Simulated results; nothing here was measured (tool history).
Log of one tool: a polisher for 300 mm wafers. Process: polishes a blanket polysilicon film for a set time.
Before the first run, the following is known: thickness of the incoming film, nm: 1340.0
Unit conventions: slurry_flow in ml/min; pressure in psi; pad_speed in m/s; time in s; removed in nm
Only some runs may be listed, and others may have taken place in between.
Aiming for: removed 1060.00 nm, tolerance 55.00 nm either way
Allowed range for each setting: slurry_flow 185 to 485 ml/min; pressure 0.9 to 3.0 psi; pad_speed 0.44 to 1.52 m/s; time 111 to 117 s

{"run": 1, "day": 0.0, "slurry_flow": 310, "pressure": 1.9, "pad_speed": 0.98, "time": 111, "removed": 616.17}
{"run": 2, "day": 0.108, "slurry_flow": 340, "pressure": 1.9, "pad_speed": 0.98, "time": 111, "removed": 620.04}
{"run": 3, "day": 0.342, "slurry_flow": 340, "pressure": 2.0, "pad_speed": 0.98, "time": 111, "removed": 654.49}
{"run": 4, "day": 0.421, "slurry_flow": 340, "pressure": 2.0, "pad_speed": 0.98, "time": 111, "removed": 650.15}
{"run": 5, "day": 0.708, "slurry_flow": 340, "pressure": 2.0, "pad_speed": 0.98, "time": 111, "removed": 659.15}
{"run": 6, "day": 0.896, "slurry_flow": 400, "pressure": 2.0, "pad_speed": 0.98, "time": 111, "removed": 647.6}
{"run": 7, "day": 1.242, "slurry_flow": 400, "pressure": 2.1, "pad_speed": 0.98, "time": 111, "removed": 684.79}
{"run": 8, "day": 1.321, "slurry_flow": 400, "pressure": 2.2, "pad_speed": 0.98, "time": 111, "removed": 727.72}
{"day": 1.608, "done": "worn pad replaced by a new one"}
{"run": 9, "day": 1.608, "slurry_flow": 400, "pressure": 2.3, "pad_speed": 0.98, "time": 111, "removed": 810.97}
{"run": 10, "day": 1.633, "slurry_flow": 400, "pressure": 2.5, "pad_speed": 0.98, "time": 111, "removed": 864.95}
{"run": 11, "day": 1.825, "slurry_flow": 400, "pressure": 2.5, "pad_speed": 0.98, "time": 111, "removed": 879.31}
{"run": 12, "day": 1.867, "slurry_flow": 400, "pressure": 2.7, "pad_speed": 0.98, "time": 111, "removed": 925.14}

Consider the 4 candidate settings below. Which is the only one whose results all fall within their allowed miss of target?
{"run": "A", "day": 1.908, "slurry_flow": 290, "pressure": 3.0, "pad_speed": 1.1, "time": 117, "removed": "?"}
{"run": "B", "day": 1.908, "slurry_flow": 485, "pressure": 2.7, "pad_speed": 1.02, "time": 117, "removed": "?"}
{"run": "C", "day": 1.908, "slurry_flow": 385, "pressure": 2.5, "pad_speed": 1.0, "time": 117, "removed": "?"}
{"run": "D", "day": 1.908, "slurry_flow": 390, "pressure": 2.6, "pad_speed": 0.84, "time": 111, "removed": "?"}

move=A removed=1214.30
move=B removed=1059.60
move=C removed=949.47
move=D removed=791.39
A: carries the result that was furthest off beyond its target, to the other side
B: meets every target
C: nearer than the last run, and not there yet
D: the biggest miss grows against the last run
B is the move that brings every result within its allowed miss.
